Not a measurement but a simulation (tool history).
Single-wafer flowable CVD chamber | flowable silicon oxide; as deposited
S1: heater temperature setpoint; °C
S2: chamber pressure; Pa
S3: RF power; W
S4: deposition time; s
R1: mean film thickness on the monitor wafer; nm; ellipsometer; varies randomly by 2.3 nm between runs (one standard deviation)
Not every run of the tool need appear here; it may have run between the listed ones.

run,hour,S1,S2,S3,S4,R1
1,0.0,100,129.3,1945,1120,822.33
2,4.4,102,129.3,1945,1120,779.98
3,5.8,107,129.3,1945,1120,667.40
4,9.3,107,112.5,1945,1120,587.00
5,13.7,114,112.5,1945,1120,483.52
6,19.9,114,122.4,1945,1120,521.14

For run 7, what comes out?
7,22.9,114,122.4,1945,1120,?

R1: 518.61 nm
